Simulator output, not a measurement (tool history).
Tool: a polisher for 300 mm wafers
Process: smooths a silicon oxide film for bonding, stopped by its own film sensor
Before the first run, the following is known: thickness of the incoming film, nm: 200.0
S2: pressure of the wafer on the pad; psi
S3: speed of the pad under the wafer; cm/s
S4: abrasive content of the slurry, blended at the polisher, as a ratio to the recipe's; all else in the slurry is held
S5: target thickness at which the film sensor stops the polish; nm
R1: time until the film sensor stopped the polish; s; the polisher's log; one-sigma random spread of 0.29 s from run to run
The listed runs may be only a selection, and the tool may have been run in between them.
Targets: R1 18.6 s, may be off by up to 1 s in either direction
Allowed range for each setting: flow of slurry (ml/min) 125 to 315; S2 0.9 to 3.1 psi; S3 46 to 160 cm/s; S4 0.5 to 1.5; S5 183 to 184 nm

{"run": 1, "hour": 0.0, "flow of slurry (ml/min)": 205, "S2": 2, "S3": 102, "S4": 1, "S5": 183, "R1": 24.599}
{"run": 2, "hour": 7.6, "flow of slurry (ml/min)": 205, "S2": 2, "S3": 80, "S4": 1, "S5": 183, "R1": 27.587}
{"run": 3, "hour": 10.5, "flow of slurry (ml/min)": 205, "S2": 2, "S3": 80, "S4": 1.15, "S5": 183, "R1": 27.395}
{"run": 4, "hour": 16.7, "flow of slurry (ml/min)": 205, "S2": 2.2, "S3": 82, "S4": 1.15, "S5": 183, "R1": 24.605}
{"run": 5, "hour": 23.0, "flow of slurry (ml/min)": 205, "S2": 2.4, "S3": 82, "S4": 1.15, "S5": 183, "R1": 22.687}
{"run": 6, "hour": 29.5, "flow of slurry (ml/min)": 205, "S2": 2.4, "S3": 60, "S4": 1.15, "S5": 183, "R1": 26.085}
{"run": 7, "hour": 32.8, "flow of slurry (ml/min)": 205, "S2": 2.4, "S3": 60, "S4": 1.15, "S5": 183, "R1": 26.052}
{"run": 8, "hour": 33.6, "flow of slurry (ml/min)": 205, "S2": 2.6, "S3": 62, "S4": 1.15, "S5": 183, "R1": 23.479}
{"run": 9, "hour": 36.3, "flow of slurry (ml/min)": 205, "S2": 2.7, "S3": 64, "S4": 1.15, "S5": 183, "R1": 22.071}
{"run": 10, "hour": 41.9, "flow of slurry (ml/min)": 205, "S2": 2.8, "S3": 64, "S4": 1.15, "S5": 183, "R1": 22.188}
{"run": 11, "hour": 44.8, "flow of slurry (ml/min)": 205, "S2": 2.9, "S3": 66, "S4": 1.15, "S5": 183, "R1": 20.975}

Which single option among these 4 for the next run brings every result within its allowed miss of target? Just one does.
{"run": "A", "hour": 47.7, "flow of slurry (ml/min)": 250, "S2": 3.1, "S3": 72, "S4": 1.45, "S5": 183, "R1": "?"}
{"run": "B", "hour": 47.7, "flow of slurry (ml/min)": 155, "S2": 3.1, "S3": 56, "S4": 1.35, "S5": 184, "R1": "?"}
{"run": "C", "hour": 47.7, "flow of slurry (ml/min)": 200, "S2": 2.6, "S3": 54, "S4": 1.5, "S5": 184, "R1": "?"}
{"run": "D", "hour": 47.7, "flow of slurry (ml/min)": 195, "S2": 2.9, "S3": 56, "S4": 1.2, "S5": 183, "R1": "?"}

move=A R1=15.94
move=B R1=18.272
move=C R1=20.667
move=D R1=21.09
A: takes the result that was furthest off past its target
B: all results land within tolerance of their targets
C: closer than the last run, but not yet in spec
D: neither nearer nor further off than the last run
Correct choice: B, which meets every target
